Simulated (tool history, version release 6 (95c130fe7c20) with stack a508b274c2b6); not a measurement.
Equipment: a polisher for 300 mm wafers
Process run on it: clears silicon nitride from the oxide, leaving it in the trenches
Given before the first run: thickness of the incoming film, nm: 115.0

| run | day | flow of slurry (ml/min) | pressure of the wafer on the pad (psi) | speed of the pad under the wafer (m/s) | overpolish time after the end point (s) | time until the end point was called (s) |
|---|---|---|---|---|---|---|
| 1 | 0 | 170 | 2.4 | 0.98 | 4 | 146.21 |
| 2 | 0.304 | 170 | 2.4 | 1.18 | 4 | 120.01 |
| 3 | 0.508 | 150 | 2.4 | 1.18 | 4 | 126.51 |
| 4 | 0.562 | 150 | 2 | 1.18 | 4 | 149.13 |
| 5 | 0.7 | 150 | 2 | 1.18 | 3 | 149.94 |
| 6 | 1.058 | 150 | 1.9 | 1.18 | 3 | 154.97 |
| 7 | 1.146 | 150 | 1.9 | 1.18 | 3 | 155.84 |

The next listed run, before its measurement:
| 8 | 1.517 | 150 | 1.8 | 1.18 | 3 | ? |

{"run 8": {"time until the end point was called (s)": 163.42}}
